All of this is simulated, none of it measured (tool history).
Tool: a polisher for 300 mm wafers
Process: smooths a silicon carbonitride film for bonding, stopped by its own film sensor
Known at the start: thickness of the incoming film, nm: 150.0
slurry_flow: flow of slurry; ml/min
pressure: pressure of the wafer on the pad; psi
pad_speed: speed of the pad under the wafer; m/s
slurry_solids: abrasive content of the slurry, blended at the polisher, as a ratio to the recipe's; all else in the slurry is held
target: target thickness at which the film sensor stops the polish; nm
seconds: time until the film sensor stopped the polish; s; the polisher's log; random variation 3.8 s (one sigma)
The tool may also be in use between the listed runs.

run,hour,slurry_flow,pressure,pad_speed,slurry_solids,target,seconds
1,0,285,1.7,1.1,1,113,125.46
2,1,315,1.7,1.1,1,113,130.87
3,4.9,315,1.7,0.88,1,113,150.12
4,6.6,315,2,0.88,1,113,130.39
5,10.1,315,2,1.02,1,113,112.8
6,18.1,315,1.9,1,1,113,124.18
7,22.9,315,1.8,0.98,1,113,134.53

Run 8 comes next. What will it give?
8,28.6,315,1.7,0.98,1,113,?

{"run 8": {"seconds": 136.06}}
